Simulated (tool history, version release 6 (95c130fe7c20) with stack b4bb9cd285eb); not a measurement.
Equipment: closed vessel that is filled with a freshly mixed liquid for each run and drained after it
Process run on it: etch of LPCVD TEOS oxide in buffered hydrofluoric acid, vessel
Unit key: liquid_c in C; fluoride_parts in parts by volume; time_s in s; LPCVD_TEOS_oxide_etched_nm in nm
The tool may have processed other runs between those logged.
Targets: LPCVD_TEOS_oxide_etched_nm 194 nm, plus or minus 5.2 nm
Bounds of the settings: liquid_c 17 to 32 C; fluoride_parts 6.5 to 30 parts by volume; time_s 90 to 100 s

run 1 hour=0 | liquid_c=24 fluoride_parts=18.5 time_s=90 | LPCVD_TEOS_oxide_etched_nm=281.3
run 2 hour=7.4 | liquid_c=20.5 fluoride_parts=18.5 time_s=90 | LPCVD_TEOS_oxide_etched_nm=231.59
run 3 hour=13.7 | liquid_c=20 fluoride_parts=18.5 time_s=90 | LPCVD_TEOS_oxide_etched_nm=228.72
run 4 hour=19.6 | liquid_c=19.5 fluoride_parts=18.5 time_s=90 | LPCVD_TEOS_oxide_etched_nm=224.3
run 5 hour=27.3 | liquid_c=19.5 fluoride_parts=18.5 time_s=90 | LPCVD_TEOS_oxide_etched_nm=222.85
run 6 hour=31.4 | liquid_c=19.5 fluoride_parts=14 time_s=90 | LPCVD_TEOS_oxide_etched_nm=293.94
run 7 hour=39.6 | liquid_c=19 fluoride_parts=15 time_s=90 | LPCVD_TEOS_oxide_etched_nm=266.37
run 8 hour=44.6 | liquid_c=19 fluoride_parts=15 time_s=90 | LPCVD_TEOS_oxide_etched_nm=265
run 9 hour=49.1 | liquid_c=18.5 fluoride_parts=16 time_s=90 | LPCVD_TEOS_oxide_etched_nm=241.21
run 10 hour=54.9 | liquid_c=18 fluoride_parts=16.5 time_s=90 | LPCVD_TEOS_oxide_etched_nm=229.82
run 11 hour=60.2 | liquid_c=17 fluoride_parts=19.5 time_s=90 | LPCVD_TEOS_oxide_etched_nm=181.96
run 12 hour=68.7 | liquid_c=17.5 fluoride_parts=19.5 time_s=90 | LPCVD_TEOS_oxide_etched_nm=187.65

Which of these 5 next moves meets every target?
run A hour=77.2 | liquid_c=17 fluoride_parts=19 time_s=100 | LPCVD_TEOS_oxide_etched_nm=?
run B hour=77.2 | liquid_c=17 fluoride_parts=19.5 time_s=90 | LPCVD_TEOS_oxide_etched_nm=?
run C hour=77.2 | liquid_c=20 fluoride_parts=25 time_s=90 | LPCVD_TEOS_oxide_etched_nm=?
run D hour=77.2 | liquid_c=17.5 fluoride_parts=20 time_s=95 | LPCVD_TEOS_oxide_etched_nm=?
run E hour=77.2 | liquid_c=17 fluoride_parts=18 time_s=95 | LPCVD_TEOS_oxide_etched_nm=?

move=A LPCVD_TEOS_oxide_etched_nm=210.2
move=B LPCVD_TEOS_oxide_etched_nm=184.38
move=C LPCVD_TEOS_oxide_etched_nm=179.9
move=D LPCVD_TEOS_oxide_etched_nm=195.32
move=E LPCVD_TEOS_oxide_etched_nm=210.64
A: pushes the last run's worst result past its target
B: its largest miss is bigger than the last run's
C: its largest miss is bigger than the last run's
D: in spec on every target
E: pushes the last run's worst result past its target
D meets every target.
